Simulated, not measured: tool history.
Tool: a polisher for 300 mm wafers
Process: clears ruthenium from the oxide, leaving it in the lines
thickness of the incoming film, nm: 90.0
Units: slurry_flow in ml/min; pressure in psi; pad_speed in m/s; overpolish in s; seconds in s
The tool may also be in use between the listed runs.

| run | hour | slurry_flow | pressure | pad_speed | overpolish | seconds |
|---|---|---|---|---|---|---|
| 1 | 0 | 310 | 2.2 | 0.98 | 6 | 100.26 |
| 2 | 8.7 | 310 | 2.2 | 1.12 | 6 | 88.845 |
| 3 | 14 | 310 | 2.2 | 1.12 | 6 | 87.779 |
| 4 | 21.7 | 310 | 2.4 | 1.12 | 6 | 82.328 |
| 5 | 30.7 | 310 | 2.4 | 1.12 | 6 | 80.373 |
| 6 | 33.9 | 310 | 2.4 | 1.12 | 6 | 81.714 |
| 7 | 42.6 | 310 | 2.6 | 1.12 | 6 | 74.487 |

The next listed run, before its measurement:
| 8 | 51.6 | 310 | 2.7 | 1.12 | 6 | ? |

{"run 8": {"seconds": 70.932}}

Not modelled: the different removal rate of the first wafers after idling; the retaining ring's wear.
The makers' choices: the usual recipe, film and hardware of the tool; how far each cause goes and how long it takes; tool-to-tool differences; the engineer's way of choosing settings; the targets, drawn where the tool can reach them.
